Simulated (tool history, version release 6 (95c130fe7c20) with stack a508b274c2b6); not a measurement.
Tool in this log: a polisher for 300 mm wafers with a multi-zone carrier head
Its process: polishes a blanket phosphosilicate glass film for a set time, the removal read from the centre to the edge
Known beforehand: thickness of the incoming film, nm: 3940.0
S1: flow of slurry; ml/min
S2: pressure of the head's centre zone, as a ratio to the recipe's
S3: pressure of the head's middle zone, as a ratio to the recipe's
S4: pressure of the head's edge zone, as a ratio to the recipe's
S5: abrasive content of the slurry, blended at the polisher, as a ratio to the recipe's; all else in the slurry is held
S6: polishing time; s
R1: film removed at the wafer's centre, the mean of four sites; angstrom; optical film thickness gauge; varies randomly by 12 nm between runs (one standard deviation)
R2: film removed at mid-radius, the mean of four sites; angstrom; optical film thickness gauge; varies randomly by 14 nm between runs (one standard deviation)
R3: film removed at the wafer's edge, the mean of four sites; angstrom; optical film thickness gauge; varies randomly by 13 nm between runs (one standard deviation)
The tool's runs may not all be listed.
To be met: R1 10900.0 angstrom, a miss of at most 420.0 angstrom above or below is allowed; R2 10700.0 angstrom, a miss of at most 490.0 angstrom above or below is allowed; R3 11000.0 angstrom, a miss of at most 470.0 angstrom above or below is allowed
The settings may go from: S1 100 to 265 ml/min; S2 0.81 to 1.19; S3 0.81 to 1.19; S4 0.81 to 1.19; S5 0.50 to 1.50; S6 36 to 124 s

run,day,S1,S2,S3,S4,S5,S6,R1,R2,R3
1,0.000,170,1.00,1.00,1.00,1.00,79,7206.0,6777.7,6702.1
2,0.246,170,1.00,1.01,1.02,1.10,82,7843.8,7556.1,7238.2
3,0.446,170,0.92,1.01,1.02,1.10,82,7235.7,7450.8,7275.2
4,0.688,170,0.92,0.92,1.02,1.10,82,7324.5,6883.2,7472.3
5,0.925,175,0.92,0.93,1.04,1.20,85,7876.0,7672.2,8137.9
6,1.017,180,0.93,0.93,1.05,1.25,87,8201.9,7904.3,8299.4
7,1.217,180,0.93,0.93,1.05,1.30,90,8912.1,8254.7,8892.4
8,1.408,180,0.93,0.94,1.06,1.35,92,9225.9,8817.1,9420.2
9,1.683,180,0.93,0.95,1.07,1.40,93,9484.2,9144.4,9612.8
10,1.900,185,0.93,0.96,1.08,1.40,94,9685.8,9282.7,9615.5
11,2.204,185,0.93,0.96,1.08,1.40,96,9604.5,9616.6,10153.0
12,2.508,185,0.94,0.96,1.08,1.40,97,9914.7,9607.3,10302.0

Exactly one of the 4 candidate moves below puts every result within its allowed miss. Which one?
A,2.812,185,1.01,0.85,1.10,1.35,100,?,?,?
B,2.812,185,0.90,0.88,1.17,1.35,94,?,?,?
C,2.812,190,0.95,0.98,1.11,1.35,106,?,?,?
D,2.812,245,1.06,0.81,0.98,1.50,90,?,?,?

move,R1,R2,R3
A,10796.0,8820.3,10408.0
B,9043.5,8535.9,10095.0
C,10826.0,10574.0,11100.0
D,11127.0,8288.8,9520.0
A: puts the biggest miss on target and leaves a different result outside tolerance
B: lands further from the targets than the last run did
C: all results in spec
D: puts the biggest miss on target and leaves a different result outside tolerance
The right move is C.

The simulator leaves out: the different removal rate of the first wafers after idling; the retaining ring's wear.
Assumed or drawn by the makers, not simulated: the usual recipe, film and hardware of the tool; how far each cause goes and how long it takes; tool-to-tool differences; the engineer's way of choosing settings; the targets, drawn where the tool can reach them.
